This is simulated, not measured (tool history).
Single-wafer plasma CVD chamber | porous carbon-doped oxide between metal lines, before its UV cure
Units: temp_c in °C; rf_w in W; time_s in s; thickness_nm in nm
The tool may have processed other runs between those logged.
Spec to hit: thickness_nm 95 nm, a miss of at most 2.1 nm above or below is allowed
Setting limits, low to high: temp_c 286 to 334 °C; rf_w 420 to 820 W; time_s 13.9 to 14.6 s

run	hour	temp_c	rf_w	time_s	thickness_nm
1	0	310	620	14.6	84.561
2	7.4	310	685	14.6	89.244
3	9.5	308	690	14.6	90.16
4	14.2	308	690	13.9	86.207
5	21.7	315	690	13.9	83.69
6	26.6	311	700	13.9	85.976
7	32.8	308	710	13.9	87.076
# hour 38.2: thermocouple changed; heater temperature recalibrated
8	38.2	296	770	14	98.967
9	41.7	297	765	14	98.759

Of the 4 settings listed for the next run, only one would bring every result within its allowed miss of target. Which one?
A	45.2	299	785	14.1	?
B	45.2	295	785	13.9	?
C	45.2	297	820	13.9	?
D	45.2	309	810	13.9	?

move	thickness_nm
A	98.96
B	99.61
C	100.97
D	94.566
A: lands further from the targets than the last run did
B: lands further from the targets than the last run did
C: lands further from the targets than the last run did
D: all results land within tolerance of their targets
D is the move that brings every result within its allowed miss.

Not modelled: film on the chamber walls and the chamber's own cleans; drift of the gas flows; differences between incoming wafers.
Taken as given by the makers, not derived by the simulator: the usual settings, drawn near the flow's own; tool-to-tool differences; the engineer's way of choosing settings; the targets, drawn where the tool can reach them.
